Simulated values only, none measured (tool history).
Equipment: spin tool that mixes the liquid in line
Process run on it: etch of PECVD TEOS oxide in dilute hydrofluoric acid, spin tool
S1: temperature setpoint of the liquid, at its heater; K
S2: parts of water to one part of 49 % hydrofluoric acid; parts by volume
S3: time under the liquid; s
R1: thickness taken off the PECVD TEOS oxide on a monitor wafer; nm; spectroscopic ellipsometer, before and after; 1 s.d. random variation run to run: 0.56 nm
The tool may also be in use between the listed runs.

Run 1, hour 0: S1 296.15 K, S2 170 parts by volume, S3 320 s. Result: R1 35.544 nm.
Run 2, hour 7.7: S1 296.15 K, S2 170 parts by volume, S3 340 s. Result: R1 37.334 nm.
Run 3, hour 8.8: S1 296.15 K, S2 140 parts by volume, S3 340 s. Result: R1 46.604 nm.
Run 4, hour 12: S1 296.15 K, S2 110 parts by volume, S3 340 s. Result: R1 62.249 nm.
Run 5, hour 19.1: S1 296.15 K, S2 55 parts by volume, S3 340 s. Result: R1 130.95 nm.
Run 6, hour 25: S1 295.65 K, S2 55 parts by volume, S3 340 s. Result: R1 127.71 nm.
At hour 29.5: hydrofluoric acid flow meter replaced.
Run 7, hour 29.5: S1 295.15 K, S2 55 parts by volume, S3 340 s. Result: R1 115.91 nm.

Expected results for the next run?
Run 8, hour 38.5: S1 295.15 K, S2 55 parts by volume, S3 340 s. Result: R1 ?.

{"run 8": {"R1": 116.35}}
